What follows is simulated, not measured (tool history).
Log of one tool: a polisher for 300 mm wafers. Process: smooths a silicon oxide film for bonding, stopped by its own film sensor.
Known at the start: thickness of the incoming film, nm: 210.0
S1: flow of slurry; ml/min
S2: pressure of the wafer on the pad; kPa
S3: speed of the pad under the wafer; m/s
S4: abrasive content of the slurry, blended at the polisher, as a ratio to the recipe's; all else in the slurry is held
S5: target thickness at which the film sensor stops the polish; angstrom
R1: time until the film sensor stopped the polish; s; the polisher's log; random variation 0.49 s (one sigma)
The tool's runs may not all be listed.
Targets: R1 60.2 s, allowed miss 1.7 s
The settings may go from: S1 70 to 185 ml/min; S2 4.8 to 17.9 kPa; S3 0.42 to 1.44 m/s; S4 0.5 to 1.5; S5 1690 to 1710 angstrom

{"run": 1, "hour": 0.0, "S1": 120, "S2": 11, "S3": 0.92, "S4": 1, "S5": 1710, "R1": 77.696}
{"run": 2, "hour": 5.5, "S1": 120, "S2": 11, "S3": 0.92, "S4": 0.85, "S5": 1710, "R1": 84.555}
{"run": 3, "hour": 12.3, "S1": 130, "S2": 11.7, "S3": 0.92, "S4": 0.85, "S5": 1710, "R1": 77.806}
{"run": 4, "hour": 19.7, "S1": 140, "S2": 12.4, "S3": 0.92, "S4": 0.85, "S5": 1710, "R1": 72.492}
{"run": 5, "hour": 26.5, "S1": 140, "S2": 12.4, "S3": 0.92, "S4": 0.85, "S5": 1690, "R1": 76.144}
{"run": 6, "hour": 30.5, "S1": 145, "S2": 13.1, "S3": 0.92, "S4": 0.85, "S5": 1690, "R1": 71.852}
{"run": 7, "hour": 33.7, "S1": 150, "S2": 13.8, "S3": 0.92, "S4": 0.85, "S5": 1690, "R1": 68.474}
{"run": 8, "hour": 40.6, "S1": 155, "S2": 14.5, "S3": 0.92, "S4": 0.85, "S5": 1690, "R1": 64.655}
{"run": 9, "hour": 41.4, "S1": 160, "S2": 14.5, "S3": 0.92, "S4": 0.85, "S5": 1690, "R1": 64.251}

Which of these 4 next moves meets every target?
{"run": "A", "hour": 42.2, "S1": 135, "S2": 13.8, "S3": 0.88, "S4": 0.85, "S5": 1700, "R1": "?"}
{"run": "B", "hour": 42.2, "S1": 150, "S2": 14.5, "S3": 0.96, "S4": 0.9, "S5": 1700, "R1": "?"}
{"run": "C", "hour": 42.2, "S1": 155, "S2": 13.8, "S3": 1.02, "S4": 0.7, "S5": 1700, "R1": "?"}
{"run": "D", "hour": 42.2, "S1": 175, "S2": 15.9, "S3": 0.74, "S4": 0.85, "S5": 1710, "R1": "?"}

move=A R1=69.559
move=B R1=58.954
move=C R1=66.481
move=D R1=64.846
A: further off than the last run
B: meets every target
C: further off than the last run
D: further off than the last run
Move B is the one to make.
